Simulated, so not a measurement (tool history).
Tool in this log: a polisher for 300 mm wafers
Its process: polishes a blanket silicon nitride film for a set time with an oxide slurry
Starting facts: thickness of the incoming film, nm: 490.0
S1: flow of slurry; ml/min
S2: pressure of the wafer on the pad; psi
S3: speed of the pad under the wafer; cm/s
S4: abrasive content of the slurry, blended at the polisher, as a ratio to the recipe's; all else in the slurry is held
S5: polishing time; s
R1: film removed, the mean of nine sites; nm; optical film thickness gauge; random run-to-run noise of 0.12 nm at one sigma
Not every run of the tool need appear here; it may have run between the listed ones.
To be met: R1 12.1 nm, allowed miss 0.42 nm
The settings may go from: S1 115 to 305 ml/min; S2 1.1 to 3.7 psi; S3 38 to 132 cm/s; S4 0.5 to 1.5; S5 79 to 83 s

run,hour,S1,S2,S3,S4,S5,R1
1,0,195,2.4,84,1,79,30.222
2,8.5,195,2.2,78,1,79,26.406
3,11,195,2,72,1,79,23.172
4,12.8,195,1.8,66,1,79,19.641
5,16.2,195,2,66,1,79,21.767
6,20.2,155,2,66,1,79,21.082
7,23.9,155,1.8,62,1,79,18.481
8,27.5,155,1.7,60,1,79,17.381
9,33.2,155,1.6,58,1,79,16.288
10,37.3,155,1.5,56,1,79,15.246
11,43.8,150,1.1,50,1,79,11.186

Which single option among these 4 for the next run brings every result within its allowed miss of target? Just one does.
A,50.3,140,1.1,48,1.05,83,?
B,50.3,125,1.4,52,0.65,83,?
C,50.3,145,1.1,54,1,82,?
D,50.3,150,1.1,44,1.1,79,?

move,R1
A,11.483
B,10.837
C,12.056
D,10.631
A: nearer the targets than the last run, but a result is still out of spec
B: further off than the last run
C: hits every target within its allowed miss
D: further off than the last run
Correct choice: C, which meets every target

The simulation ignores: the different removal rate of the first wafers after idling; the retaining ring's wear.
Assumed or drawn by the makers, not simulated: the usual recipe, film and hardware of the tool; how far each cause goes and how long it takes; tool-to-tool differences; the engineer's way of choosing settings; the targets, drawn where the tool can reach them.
